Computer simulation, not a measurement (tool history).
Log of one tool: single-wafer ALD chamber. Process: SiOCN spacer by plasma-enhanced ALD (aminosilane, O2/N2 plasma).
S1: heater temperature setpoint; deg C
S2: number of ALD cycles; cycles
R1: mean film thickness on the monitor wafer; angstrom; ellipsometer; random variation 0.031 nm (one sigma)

{"run": 1, "day": 0.0, "S1": 380, "S2": 116, "R1": 65.782}
{"run": 2, "day": 0.354, "S1": 389, "S2": 116, "R1": 65.904}
{"run": 3, "day": 0.692, "S1": 389, "S2": 100, "R1": 57.104}
{"run": 4, "day": 0.854, "S1": 389, "S2": 108, "R1": 61.754}
{"run": 5, "day": 0.946, "S1": 379, "S2": 108, "R1": 61.689}
{"run": 6, "day": 1.0, "S1": 379, "S2": 116, "R1": 65.96}
{"run": 7, "day": 1.317, "S1": 379, "S2": 122, "R1": 69.953}

Run 8 comes next. What will it give?
{"run": 8, "day": 1.662, "S1": 379, "S2": 125, "R1": "?"}

R1: 71.645 angstrom
